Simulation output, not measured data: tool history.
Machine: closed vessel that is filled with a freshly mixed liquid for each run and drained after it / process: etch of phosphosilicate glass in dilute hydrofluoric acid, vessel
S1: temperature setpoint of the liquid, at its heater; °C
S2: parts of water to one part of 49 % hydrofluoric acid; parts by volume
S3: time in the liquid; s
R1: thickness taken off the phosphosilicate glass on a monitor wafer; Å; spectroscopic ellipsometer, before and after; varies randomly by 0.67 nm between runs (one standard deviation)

| run | hour | S1 | S2 | S3 | R1 |
|---|---|---|---|---|---|
| 1 | 0.0 | 26.0 | 160 | 90 | 496.76 |
| 2 | 1.6 | 26.0 | 140 | 90 | 584.73 |
| 3 | 2.3 | 27.0 | 140 | 90 | 606.47 |
| 4 | 8.5 | 27.0 | 140 | 100 | 673.75 |
| 5 | 11.3 | 27.5 | 140 | 100 | 692.17 |
| 6 | 16.3 | 28.0 | 140 | 100 | 702.76 |

For run 7, what comes out?
| 7 | 21.6 | 28.5 | 140 | 100 | ? |

For run 7 the tool returned R1 721.04 Å.
